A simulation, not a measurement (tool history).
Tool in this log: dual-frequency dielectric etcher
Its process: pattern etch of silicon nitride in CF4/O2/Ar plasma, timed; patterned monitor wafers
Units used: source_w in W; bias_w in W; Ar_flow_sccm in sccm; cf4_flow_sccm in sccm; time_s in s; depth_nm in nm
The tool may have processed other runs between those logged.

| run | hour | source_w | bias_w | Ar_flow_sccm | cf4_flow_sccm | time_s | depth_nm |
|---|---|---|---|---|---|---|---|
| 1 | 0.0 | 610 | 41 | 104 | 72 | 68.5 | 142.14 |
| 2 | 4.0 | 640 | 41 | 104 | 72 | 68.5 | 148.62 |
| 3 | 9.7 | 670 | 41 | 104 | 72 | 68.5 | 156.89 |
| 4 | 11.1 | 670 | 41 | 97 | 72 | 68.5 | 158.11 |
| 5 | 19.1 | 690 | 41 | 97 | 72 | 68.5 | 161.91 |
|  | 26.9 | bias power generator calibrated |
| 6 | 26.9 | 690 | 41 | 97 | 62 | 68.5 | 155.78 |

Run 7 has not been measured yet. What should we expect?
| 7 | 31.9 | 710 | 41 | 97 | 62 | 68.5 | ? |

Run 7 measured depth_nm 161.34 nm.
